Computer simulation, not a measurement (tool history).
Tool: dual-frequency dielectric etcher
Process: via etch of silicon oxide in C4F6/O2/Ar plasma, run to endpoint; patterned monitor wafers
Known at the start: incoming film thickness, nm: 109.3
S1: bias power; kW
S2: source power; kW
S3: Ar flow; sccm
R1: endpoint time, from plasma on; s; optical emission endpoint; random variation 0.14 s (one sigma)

run	day	S1	S2	S3	R1
1	0.000	0.455	0.330	303	26.295
2	0.071	0.455	0.280	303	27.302
3	0.300	0.455	0.280	263	26.994
4	0.592	0.455	0.240	263	28.380
5	0.817	0.455	0.240	242	28.254
6	1.029	0.484	0.260	239	26.746

The next listed run, before its measurement:
7	1.104	0.508	0.270	236	?

Run 7 gave R1 25.401 s.

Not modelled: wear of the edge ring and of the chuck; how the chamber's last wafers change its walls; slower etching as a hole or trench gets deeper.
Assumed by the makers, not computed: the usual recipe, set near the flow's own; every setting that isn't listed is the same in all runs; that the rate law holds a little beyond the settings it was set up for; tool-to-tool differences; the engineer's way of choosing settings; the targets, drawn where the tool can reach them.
